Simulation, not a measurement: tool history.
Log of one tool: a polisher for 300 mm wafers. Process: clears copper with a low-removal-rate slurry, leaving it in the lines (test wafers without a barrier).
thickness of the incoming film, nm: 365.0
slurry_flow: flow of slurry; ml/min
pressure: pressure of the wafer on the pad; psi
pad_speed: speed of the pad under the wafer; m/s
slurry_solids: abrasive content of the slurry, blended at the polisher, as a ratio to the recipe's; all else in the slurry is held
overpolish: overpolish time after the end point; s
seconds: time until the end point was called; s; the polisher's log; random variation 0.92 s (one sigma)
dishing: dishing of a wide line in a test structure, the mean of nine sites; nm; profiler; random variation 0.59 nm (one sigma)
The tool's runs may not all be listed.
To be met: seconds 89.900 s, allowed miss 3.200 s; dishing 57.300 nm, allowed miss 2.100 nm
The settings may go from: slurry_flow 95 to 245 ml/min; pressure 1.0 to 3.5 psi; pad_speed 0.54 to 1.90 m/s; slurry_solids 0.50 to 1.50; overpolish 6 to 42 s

run  hour  slurry_flow  pressure  pad_speed  slurry_solids  overpolish  seconds  dishing
  1   0.0          155       2.2       1.22           1.00          21  118.260   37.638
  2   1.7          155       2.3       1.22           1.00          22  112.300   40.637
  3   7.2          155       2.4       1.22           1.00          23  109.170   42.465
  4  11.9          190       2.4       1.22           1.00          23  107.550   44.371
  5  17.4          190       2.4       0.96           1.00          23  134.840   37.380
  6  19.0          190       2.5       0.96           1.00          23  130.260   38.311
  7  22.4          190       2.6       0.96           1.00          23  125.330   39.666
  8  24.8          200       3.2       0.96           1.00          26   99.772   51.266
  9  26.2          200       3.4       0.96           1.00          27   94.914   56.114

Which of these 4 next moves meets every target?
  A  27.6          235       3.5       0.98           1.35          25        ?        ?
  B  27.6          195       3.3       1.12           0.75          27        ?        ?
  C  27.6          225       3.1       1.24           0.95          29        ?        ?
  D  27.6          205       3.4       1.04           0.80          31        ?        ?

move  seconds  dishing
   A   85.856   57.577
   B   90.237   58.260
   C   82.394   64.114
   D   92.690   62.857
A: takes the result that was furthest off past its target
B: meets every target
C: takes the result that was furthest off past its target
D: brings the result that was furthest off to its target, and leaves another outside
Move B is the one to make.
